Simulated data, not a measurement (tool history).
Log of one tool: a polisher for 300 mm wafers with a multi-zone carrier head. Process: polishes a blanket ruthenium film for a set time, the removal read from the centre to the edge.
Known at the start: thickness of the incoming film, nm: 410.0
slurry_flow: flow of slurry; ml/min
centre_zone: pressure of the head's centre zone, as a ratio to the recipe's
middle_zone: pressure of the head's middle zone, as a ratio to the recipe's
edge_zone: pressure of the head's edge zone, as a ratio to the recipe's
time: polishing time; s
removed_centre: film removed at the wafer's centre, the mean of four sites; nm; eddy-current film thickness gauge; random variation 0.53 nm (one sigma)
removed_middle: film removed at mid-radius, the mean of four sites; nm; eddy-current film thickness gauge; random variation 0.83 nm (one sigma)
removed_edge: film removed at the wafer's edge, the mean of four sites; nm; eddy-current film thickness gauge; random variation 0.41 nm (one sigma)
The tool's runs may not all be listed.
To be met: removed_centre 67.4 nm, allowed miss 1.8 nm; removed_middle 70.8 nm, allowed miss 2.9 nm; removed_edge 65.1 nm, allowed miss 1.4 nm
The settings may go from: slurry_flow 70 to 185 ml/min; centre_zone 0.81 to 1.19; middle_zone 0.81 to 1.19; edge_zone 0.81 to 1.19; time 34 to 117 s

run,hour,slurry_flow,centre_zone,middle_zone,edge_zone,time,removed_centre,removed_middle,removed_edge
1,0,120,1,1,1,75,59.093,59.47,59.507
2,4.4,135,1,1,1,75,60.61,60.298,60.941
3,13.2,145,1.01,1.03,1,75,60.78,62.996,60.773
4,18,155,1.03,1.05,1.01,76,64.291,66.668,62.063
# hour 22.3: edge zone pressure recalibrated
5,22.3,155,1.03,1.05,1.06,76,64.586,66.826,65.78
6,26.6,160,1.04,1.06,1.05,76,65.117,67.975,64.965
7,33.6,165,1.05,1.07,1.05,76,65.762,67.395,66.426
8,39.4,165,1.05,1.07,1.05,76,65.747,67.147,65.685

4 next moves are on the table. One of them brings every result within its allowed miss. Which?
A,45.2,165,1.07,1.02,1.08,73,?,?,?
B,45.2,165,1.06,0.99,1.07,76,?,?,?
C,45.2,135,1.02,1.15,1.13,76,?,?,?
D,45.2,155,1.06,1.11,0.99,78,?,?,?

move,removed_centre,removed_middle,removed_edge
A,64.436,63.033,63.394
B,66.645,63.992,65.778
C,62.56,70.274,65.501
D,67.679,71.663,64.894
A: further off than the last run
B: further off than the last run
C: brings the result that was furthest off to its target, and leaves another outside
D: meets every target
Move D is the one to make.
